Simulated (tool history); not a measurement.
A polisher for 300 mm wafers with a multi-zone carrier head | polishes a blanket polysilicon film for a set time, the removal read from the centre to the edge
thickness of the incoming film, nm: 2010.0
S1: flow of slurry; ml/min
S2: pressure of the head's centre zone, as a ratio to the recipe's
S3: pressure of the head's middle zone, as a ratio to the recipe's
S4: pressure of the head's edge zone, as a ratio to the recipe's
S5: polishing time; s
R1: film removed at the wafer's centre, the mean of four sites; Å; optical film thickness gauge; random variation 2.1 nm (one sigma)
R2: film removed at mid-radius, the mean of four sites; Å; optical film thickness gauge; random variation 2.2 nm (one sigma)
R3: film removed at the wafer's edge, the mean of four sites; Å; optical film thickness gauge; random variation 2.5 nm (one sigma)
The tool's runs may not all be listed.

| run | day | S1 | S2 | S3 | S4 | S5 | R1 | R2 | R3 |
|---|---|---|---|---|---|---|---|---|---|
| 1 | 0.000 | 210 | 1.00 | 1.00 | 1.00 | 42 | 3565.9 | 3550.9 | 3608.1 |
| 2 | 0.346 | 210 | 1.02 | 1.00 | 0.96 | 36 | 3128.0 | 3056.4 | 2962.7 |
| 3 | 0.583 | 210 | 1.02 | 0.95 | 0.96 | 36 | 3140.0 | 2881.7 | 3024.4 |
| 4 | 0.725 | 210 | 1.02 | 0.95 | 0.96 | 40 | 3466.2 | 3276.5 | 3321.7 |
| 5 | 0.762 | 210 | 1.02 | 0.95 | 0.93 | 36 | 3169.1 | 2957.4 | 2943.8 |
| 6 | 0.925 | 210 | 0.94 | 0.95 | 0.93 | 36 | 2858.0 | 2949.0 | 3004.7 |
| 7 | 1.150 | 210 | 0.96 | 0.95 | 0.90 | 32 | 2639.5 | 2557.4 | 2635.6 |

Forecast run 8:
| 8 | 1.488 | 205 | 0.98 | 0.97 | 0.88 | 30 | ? | ? | ? |

Run 8 gave R1 2477.9 Å, R2 2474.8 Å, R3 2429.6 Å.

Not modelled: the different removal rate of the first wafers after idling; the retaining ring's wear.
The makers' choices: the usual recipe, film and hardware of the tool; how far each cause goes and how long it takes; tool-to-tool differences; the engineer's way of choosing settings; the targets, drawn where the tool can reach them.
